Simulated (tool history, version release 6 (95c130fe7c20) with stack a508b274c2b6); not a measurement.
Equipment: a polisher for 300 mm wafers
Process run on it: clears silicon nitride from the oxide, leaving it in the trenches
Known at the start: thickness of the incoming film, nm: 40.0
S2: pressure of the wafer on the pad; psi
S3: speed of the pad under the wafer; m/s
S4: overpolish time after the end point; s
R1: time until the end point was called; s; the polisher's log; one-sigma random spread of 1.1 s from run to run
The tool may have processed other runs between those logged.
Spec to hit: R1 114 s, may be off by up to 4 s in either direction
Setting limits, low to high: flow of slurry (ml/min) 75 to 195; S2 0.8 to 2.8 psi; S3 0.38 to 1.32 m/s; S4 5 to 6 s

run 1 day=0 | flow_of_slurry_(ml/min)=125 S2=1.8 S3=0.84 S4=6 | R1=71.04
run 2 day=0.217 | flow_of_slurry_(ml/min)=120 S2=1.6 S3=0.84 S4=6 | R1=80.888
run 3 day=0.454 | flow_of_slurry_(ml/min)=120 S2=1.6 S3=1 S4=6 | R1=68.772
run 4 day=0.575 | flow_of_slurry_(ml/min)=120 S2=1.6 S3=1.14 S4=6 | R1=60.805
run 5 day=0.867 | flow_of_slurry_(ml/min)=120 S2=1.9 S3=1.14 S4=6 | R1=50.635
run 6 day=1.108 | flow_of_slurry_(ml/min)=115 S2=1.7 S3=1.12 S4=6 | R1=57.953
run 7 day=1.175 | flow_of_slurry_(ml/min)=95 S2=1.2 S3=0.94 S4=6 | R1=102.31
run 8 day=1.342 | flow_of_slurry_(ml/min)=90 S2=1.2 S3=0.94 S4=6 | R1=103.34

Exactly one of the 5 candidate moves below puts every result within its allowed miss. Which one?
run A day=1.508 | flow_of_slurry_(ml/min)=130 S2=1.2 S3=1 S4=6 | R1=?
run B day=1.508 | flow_of_slurry_(ml/min)=100 S2=1.4 S3=0.88 S4=6 | R1=?
run C day=1.508 | flow_of_slurry_(ml/min)=75 S2=1.1 S3=0.98 S4=5 | R1=?
run D day=1.508 | flow_of_slurry_(ml/min)=100 S2=1.4 S3=0.84 S4=6 | R1=?
run E day=1.508 | flow_of_slurry_(ml/min)=100 S2=1.2 S3=1.06 S4=6 | R1=?

move=A R1=89.83
move=B R1=93.561
move=C R1=117.17
move=D R1=97.831
move=E R1=90.657
A: its largest miss is bigger than the last run's
B: its largest miss is bigger than the last run's
C: every result lands within tolerance
D: its largest miss is bigger than the last run's
E: its largest miss is bigger than the last run's
Correct choice: C, which meets every target

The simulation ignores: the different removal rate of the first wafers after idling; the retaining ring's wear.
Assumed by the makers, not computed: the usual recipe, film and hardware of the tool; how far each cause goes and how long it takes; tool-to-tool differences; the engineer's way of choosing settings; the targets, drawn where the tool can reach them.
